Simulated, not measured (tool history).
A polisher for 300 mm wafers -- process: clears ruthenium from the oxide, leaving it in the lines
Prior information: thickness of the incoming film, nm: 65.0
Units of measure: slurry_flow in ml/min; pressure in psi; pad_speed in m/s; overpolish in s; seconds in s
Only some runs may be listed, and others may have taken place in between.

Run 1, hour 0: slurry_flow 275 ml/min, pressure 1.5 psi, pad_speed 0.94 m/s, overpolish 16 s. Result: seconds 65.672 s.
Run 2, hour 2.4: slurry_flow 275 ml/min, pressure 1.4 psi, pad_speed 0.94 m/s, overpolish 16 s. Result: seconds 69.631 s.
Run 3, hour 7.3: slurry_flow 275 ml/min, pressure 1.5 psi, pad_speed 0.96 m/s, overpolish 16 s. Result: seconds 65.06 s.
Run 4, hour 14.4: slurry_flow 275 ml/min, pressure 1.6 psi, pad_speed 0.98 m/s, overpolish 16 s. Result: seconds 58.947 s.
Run 5, hour 20.9: slurry_flow 275 ml/min, pressure 1.6 psi, pad_speed 0.8 m/s, overpolish 16 s. Result: seconds 70.475 s.
Run 6, hour 28.1: slurry_flow 275 ml/min, pressure 1.7 psi, pad_speed 0.82 m/s, overpolish 16 s. Result: seconds 65.656 s.
Run 7, hour 34: slurry_flow 275 ml/min, pressure 1.8 psi, pad_speed 0.84 m/s, overpolish 16 s. Result: seconds 60.67 s.
Run 8, hour 42.8: slurry_flow 275 ml/min, pressure 1.9 psi, pad_speed 0.84 m/s, overpolish 16 s. Result: seconds 59.723 s.
Run 9, hour 44.7: slurry_flow 275 ml/min, pressure 2 psi, pad_speed 0.86 m/s, overpolish 16 s. Result: seconds 56.507 s.
Run 10, hour 46.7: slurry_flow 275 ml/min, pressure 2 psi, pad_speed 0.88 m/s, overpolish 16 s. Result: seconds 56.794 s.

Predict the results of run 11:
Run 11, hour 50.9: slurry_flow 275 ml/min, pressure 2 psi, pad_speed 0.9 m/s, overpolish 16 s. Result: seconds ?.

seconds: 54.814 s

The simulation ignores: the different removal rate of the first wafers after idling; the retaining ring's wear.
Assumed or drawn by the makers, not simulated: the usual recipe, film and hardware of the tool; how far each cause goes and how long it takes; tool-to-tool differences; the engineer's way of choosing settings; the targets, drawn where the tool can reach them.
